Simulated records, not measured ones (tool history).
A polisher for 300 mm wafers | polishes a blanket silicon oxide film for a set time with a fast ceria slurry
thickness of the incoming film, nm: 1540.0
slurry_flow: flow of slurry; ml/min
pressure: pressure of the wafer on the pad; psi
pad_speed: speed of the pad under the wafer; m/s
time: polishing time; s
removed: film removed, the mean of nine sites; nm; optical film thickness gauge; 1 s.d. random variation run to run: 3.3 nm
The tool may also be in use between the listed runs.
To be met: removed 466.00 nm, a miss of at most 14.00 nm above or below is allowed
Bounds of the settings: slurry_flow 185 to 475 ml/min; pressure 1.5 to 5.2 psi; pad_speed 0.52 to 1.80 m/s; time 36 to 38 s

run  hour  slurry_flow  pressure  pad_speed  time  removed
  1   0.0          305       3.3       1.16    36   622.48
  2   7.1          305       3.3       1.04    36   588.06
  3  15.1          305       3.3       0.90    36   539.46
  4  20.4          305       3.2       0.90    36   524.68
  5  22.7          305       3.2       0.90    38   556.58
  6  24.7          305       3.1       0.90    38   541.28
  7  27.6          305       3.0       0.90    38   532.78
  8  35.8          305       2.9       0.90    38   512.86
  9  37.7          305       2.8       0.90    38   513.23
 10  44.3          305       2.7       0.90    38   491.58

Which single option among these 4 for the next run brings every result within its allowed miss of target? Just one does.
  A  50.9          330       2.9       0.90    38        ?
  B  50.9          275       3.2       0.88    37        ?
  C  50.9          235       3.3       0.86    38        ?
  D  50.9          325       3.3       0.68    36        ?

move  removed
   A   519.96
   B   529.73
   C   542.61
   D   466.58
A: its largest miss is bigger than the last run's
B: its largest miss is bigger than the last run's
C: its largest miss is bigger than the last run's
D: every result within its allowed miss
Answer: D

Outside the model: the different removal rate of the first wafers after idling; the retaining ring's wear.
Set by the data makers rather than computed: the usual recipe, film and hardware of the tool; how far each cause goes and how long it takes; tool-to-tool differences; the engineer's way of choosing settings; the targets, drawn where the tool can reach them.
